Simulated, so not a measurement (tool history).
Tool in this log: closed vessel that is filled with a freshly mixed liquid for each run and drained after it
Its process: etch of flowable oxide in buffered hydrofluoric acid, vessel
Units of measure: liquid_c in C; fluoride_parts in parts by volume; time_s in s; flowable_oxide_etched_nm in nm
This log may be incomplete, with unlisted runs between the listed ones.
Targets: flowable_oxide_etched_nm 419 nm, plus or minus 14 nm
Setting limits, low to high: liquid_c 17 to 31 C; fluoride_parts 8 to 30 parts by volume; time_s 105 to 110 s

run	hour	liquid_c	fluoride_parts	time_s	flowable_oxide_etched_nm
1	0	23	22.5	105	228.74
2	8.4	23	25.5	105	212.17
3	12.1	24	24	105	230.59
4	15.3	25	22.5	105	250.89
# hour 21.1: thermometer replaced
5	21.1	26	21	105	299.66
6	25.2	26.5	21	105	308.98
7	27	27	21	105	320.37
8	33.7	27.5	21	105	324.61
9	37.6	28	21	105	334.86
10	45.4	31	18.5	105	443.41

Which of these 4 next moves meets every target?
A	53.2	29.5	19	105	?
B	53.2	30.5	16.5	105	?
C	53.2	30	18.5	105	?
D	53.2	26.5	17	105	?

move	flowable_oxide_etched_nm
A	393.91
B	476.92
C	415.18
D	374.46
A: moves the result that the last run missed by most past its target, out the other side
B: lands further from the targets than the last run did
C: every result within its allowed miss
D: moves the result that the last run missed by most past its target, out the other side
C is the move that brings every result within its allowed miss.
